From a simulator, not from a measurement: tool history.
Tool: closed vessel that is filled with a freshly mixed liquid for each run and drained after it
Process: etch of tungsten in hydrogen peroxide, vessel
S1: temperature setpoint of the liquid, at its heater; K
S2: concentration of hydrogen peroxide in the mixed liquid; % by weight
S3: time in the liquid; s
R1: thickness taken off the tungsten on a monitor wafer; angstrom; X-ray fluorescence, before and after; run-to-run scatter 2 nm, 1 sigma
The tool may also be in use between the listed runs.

{"run": 1, "hour": 0.0, "S1": 330.15, "S2": 15.5, "S3": 100, "R1": 3594.6}
{"run": 2, "hour": 7.9, "S1": 330.15, "S2": 13.5, "S3": 100, "R1": 3366.0}
{"run": 3, "hour": 13.4, "S1": 328.65, "S2": 13.5, "S3": 100, "R1": 3101.9}
{"run": 4, "hour": 16.4, "S1": 334.65, "S2": 13.5, "S3": 100, "R1": 4341.8}
{"run": 5, "hour": 24.1, "S1": 339.15, "S2": 13.5, "S3": 100, "R1": 5552.9}
{"run": 6, "hour": 31.1, "S1": 339.15, "S2": 12.0, "S3": 100, "R1": 5251.2}

Expected results for the next run?
{"run": 7, "hour": 35.2, "S1": 331.15, "S2": 12.0, "S3": 100, "R1": "?"}

Run 7 gave R1 3356.9 angstrom.
